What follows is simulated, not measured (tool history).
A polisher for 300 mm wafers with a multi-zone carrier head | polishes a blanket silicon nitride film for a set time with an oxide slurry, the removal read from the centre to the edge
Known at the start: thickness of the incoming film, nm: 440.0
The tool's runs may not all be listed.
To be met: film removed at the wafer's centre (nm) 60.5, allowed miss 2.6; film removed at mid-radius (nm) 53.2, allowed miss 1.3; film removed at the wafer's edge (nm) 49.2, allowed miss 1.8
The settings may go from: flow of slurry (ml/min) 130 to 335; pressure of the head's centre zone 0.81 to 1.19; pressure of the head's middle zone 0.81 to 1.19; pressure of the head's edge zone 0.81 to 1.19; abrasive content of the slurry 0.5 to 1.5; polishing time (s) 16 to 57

run  hour  flow of slurry (ml/min)  pressure of the head's centre zone  pressure of the head's middle zone  pressure of the head's edge zone  abrasive content of the slurry  polishing time (s)  film removed at the wafer's centre (nm)  film removed at mid-radius (nm)  film removed at the wafer's edge (nm)
  1     0                      215                                   1                                   1                                 1                               1                  36                                   33.136                           32.605                                 31.356
  2   2.6                      235                                1.06                                1.03                              1.04                            1.15                  37                                   38.954                           37.267                                 35.617
  3   9.6                      235                                1.06                                1.03                              1.04                            1.15                  42                                   45.335                           42.437                                 40.484
  4  11.8                      250                                 1.1                                1.05                              1.06                            1.25                  42                                    47.93                            45.08                                 42.514
  5  14.7                      250                                 1.1                                1.05                              0.97                            1.25                  42                                   47.755                           44.717                                 40.255
  6  16.9                      250                                 1.1                                1.05                              0.97                            1.25                  35                                   40.191                           37.468                                 34.148
  7  22.1                      260                                1.13                                1.06                                 1                            1.35                  37                                   45.787                           41.233                                 37.642
  8  25.6                      270                                1.15                                1.07                              1.04                             1.4                  39                                   49.578                           44.386                                 41.643
  9  27.8                      275                                1.16                                1.08                              1.04                            1.45                  40                                   52.337                           46.912                                 42.999
 10    34                      280                                1.17                                1.08                              1.05                            1.45                  41                                   54.551                           47.934                                 43.796
 11  38.9                      280                                1.17                                1.09                              1.07                            1.45                  42                                   56.091                           49.675                                 45.495
 12  47.2                      280                                1.18                                 1.1                              1.09                            1.45                  42                                    55.31                           50.003                                 46.498
     48.5  -- worn pad replaced by a new one
 13  48.5                      315                                1.19                                1.09                              1.07                             1.5                  43                                   67.162                           59.529                                 54.551
 14  54.7                      305                                1.19                                1.09                              1.07                             1.5                  43                                   67.263                           59.151                                 54.319
 15  62.1                      295                                1.19                                1.09                              1.07                             1.5                  43                                   67.974                           59.533                                 54.661

Which of these 5 next moves meets every target?
  A  69.5                      290                                   1                                0.82                              1.14                             1.5                  49                                        ?                                ?                                      ?
  B  69.5                      275                                1.13                                0.92                              1.19                             1.5                  43                                        ?                                ?                                      ?
  C  69.5                      295                                1.08                                0.88                              1.19                             1.5                  45                                        ?                                ?                                      ?
  D  69.5                      260                                1.19                                1.09                              1.07                            1.45                  40                                        ?                                ?                                      ?
  E  69.5                      300                                1.11                                1.08                               1.1                             1.5                  48                                        ?                                ?                                      ?

move  film removed at the wafer's centre (nm)  film removed at mid-radius (nm)  film removed at the wafer's edge (nm)
   A                                   64.853                           52.877                                  64.07
   B                                   63.785                           50.703                                 57.176
   C                                   64.358                           51.524                                 60.198
   D                                   61.292                            53.41                                 49.397
   E                                   70.741                           65.391                                 61.573
A: brings the result that was furthest off to its target, and leaves another outside
B: takes the result that was furthest off past its target
C: takes the result that was furthest off past its target
D: meets every target
E: further off than the last run
The right move is D.
